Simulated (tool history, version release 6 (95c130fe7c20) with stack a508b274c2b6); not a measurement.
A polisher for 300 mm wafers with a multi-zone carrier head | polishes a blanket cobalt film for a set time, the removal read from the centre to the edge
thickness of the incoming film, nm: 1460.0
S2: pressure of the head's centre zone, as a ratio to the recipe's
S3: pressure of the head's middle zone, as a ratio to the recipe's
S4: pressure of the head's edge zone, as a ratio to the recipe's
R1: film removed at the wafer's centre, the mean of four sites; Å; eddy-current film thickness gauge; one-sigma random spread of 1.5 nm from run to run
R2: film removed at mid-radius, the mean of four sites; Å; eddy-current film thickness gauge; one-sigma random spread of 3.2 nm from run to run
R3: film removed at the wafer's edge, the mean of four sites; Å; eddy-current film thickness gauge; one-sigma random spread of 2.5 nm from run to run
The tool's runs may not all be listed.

run 1 hour=0.0 | flow_of_slurry_(ml/min)=150 S2=1.00 S3=1.00 S4=1.00 polishing_time_(s)=57 | R1=3256.6 R2=3298.2 R3=3368.6
run 2 hour=5.4 | flow_of_slurry_(ml/min)=145 S2=0.98 S3=0.99 S4=0.99 polishing_time_(s)=55 | R1=3080.2 R2=3035.5 R3=3183.5
run 3 hour=7.9 | flow_of_slurry_(ml/min)=140 S2=0.96 S3=1.00 S4=0.99 polishing_time_(s)=53 | R1=2856.6 R2=2959.9 R3=3039.1
run 4 hour=8.5 | flow_of_slurry_(ml/min)=140 S2=0.96 S3=0.96 S4=0.99 polishing_time_(s)=53 | R1=2844.1 R2=2776.4 R3=3064.6
run 5 hour=15.7 | flow_of_slurry_(ml/min)=140 S2=0.96 S3=1.03 S4=0.99 polishing_time_(s)=53 | R1=2862.7 R2=3042.5 R3=3036.9
run 6 hour=18.7 | flow_of_slurry_(ml/min)=135 S2=0.94 S3=1.03 S4=0.98 polishing_time_(s)=52 | R1=2741.4 R2=2934.0 R3=2940.4
run 7 hour=20.9 | flow_of_slurry_(ml/min)=130 S2=0.92 S3=1.03 S4=0.98 polishing_time_(s)=51 | R1=2566.8 R2=2822.5 R3=2904.7
run 8 hour=26.3 | flow_of_slurry_(ml/min)=125 S2=0.91 S3=1.03 S4=0.96 polishing_time_(s)=50 | R1=2495.2 R2=2742.7 R3=2750.8
run 9 hour=27.7 | flow_of_slurry_(ml/min)=95 S2=0.81 S3=1.00 S4=0.98 polishing_time_(s)=40 | R1=1598.1 R2=1932.5 R3=2152.6
run 10 hour=34.2 | flow_of_slurry_(ml/min)=105 S2=0.81 S3=1.00 S4=0.98 polishing_time_(s)=40 | R1=1659.2 R2=2115.3 R3=2173.1
run 11 hour=42.0 | flow_of_slurry_(ml/min)=110 S2=0.82 S3=0.99 S4=0.98 polishing_time_(s)=40 | R1=1711.7 R2=2088.7 R3=2170.6

Run 12, settings as shown, results not yet in. Your forecast:
run 12 hour=44.3 | flow_of_slurry_(ml/min)=110 S2=0.82 S3=0.99 S4=0.98 polishing_time_(s)=40 | R1=? R2=? R3=?

R1: 1716.8 Å
R2: 2067.2 Å
R3: 2195.2 Å
